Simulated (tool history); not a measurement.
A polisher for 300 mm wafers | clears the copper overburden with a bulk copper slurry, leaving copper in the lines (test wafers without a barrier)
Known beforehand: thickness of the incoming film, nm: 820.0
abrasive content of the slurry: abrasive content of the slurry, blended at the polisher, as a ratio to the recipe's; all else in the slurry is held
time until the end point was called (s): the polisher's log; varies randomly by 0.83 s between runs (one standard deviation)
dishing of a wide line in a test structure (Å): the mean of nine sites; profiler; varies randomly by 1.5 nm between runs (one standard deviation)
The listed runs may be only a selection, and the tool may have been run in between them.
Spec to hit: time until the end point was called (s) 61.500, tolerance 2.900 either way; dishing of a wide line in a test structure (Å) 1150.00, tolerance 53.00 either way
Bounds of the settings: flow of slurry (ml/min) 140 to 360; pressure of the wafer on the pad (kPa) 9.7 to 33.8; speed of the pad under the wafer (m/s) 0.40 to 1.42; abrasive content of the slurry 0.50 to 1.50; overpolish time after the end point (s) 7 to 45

run,day,flow of slurry (ml/min),pressure of the wafer on the pad (kPa),speed of the pad under the wafer (m/s),abrasive content of the slurry,overpolish time after the end point (s),time until the end point was called (s),dishing of a wide line in a test structure (Å)
1,0.000,230,21.4,0.90,1.00,23,109.530,991.95
2,0.192,230,21.4,0.68,1.00,23,127.700,889.31
3,0.304,230,21.4,0.56,1.00,23,138.300,827.36
4,0.525,235,22.8,0.60,1.00,22,125.820,844.30
# day 0.738: slurry nozzle cleaned
5,0.738,235,22.8,0.60,1.00,17,128.880,706.21
6,0.983,235,24.1,0.64,1.00,17,115.030,769.80
7,1.050,235,25.5,0.66,1.00,17,110.400,791.96
8,1.317,240,26.9,0.70,1.00,17,98.112,821.91
9,1.450,245,33.1,0.84,1.05,21,73.478,1197.60
10,1.592,245,33.1,0.86,1.05,20,75.370,1198.70
11,1.679,245,33.1,0.86,1.05,20,73.350,1218.00
12,2.050,245,33.1,0.88,1.05,19,73.666,1175.80
13,2.229,245,33.1,0.88,1.05,19,74.982,1179.70
14,2.558,250,33.8,1.04,1.05,12,62.516,941.93
15,2.633,250,33.8,1.04,1.05,13,64.991,989.16
16,2.842,250,33.8,1.06,1.05,13,63.163,984.15
17,3.008,250,33.8,1.08,1.05,19,62.466,1255.20

Exercise: of the 5 proposed moves below, exactly one satisfies all targets within the stated allowed misses. Which move is it?
A,3.175,325,32.4,0.92,1.40,25,?,?
B,3.175,260,33.8,1.16,0.95,23,?,?
C,3.175,235,28.3,1.18,1.35,25,?,?
D,3.175,275,32.4,1.04,1.15,19,?,?
E,3.175,230,33.8,1.02,1.25,16,?,?

move,time until the end point was called (s),dishing of a wide line in a test structure (Å)
A,64.322,1403.20
B,59.023,1413.20
C,63.459,1383.60
D,62.886,1229.40
E,61.233,1132.50
A: further off than the last run
B: further off than the last run
C: further off than the last run
D: an improvement on the last run, though not all results are within tolerance
E: every result within its allowed miss
Answer: E
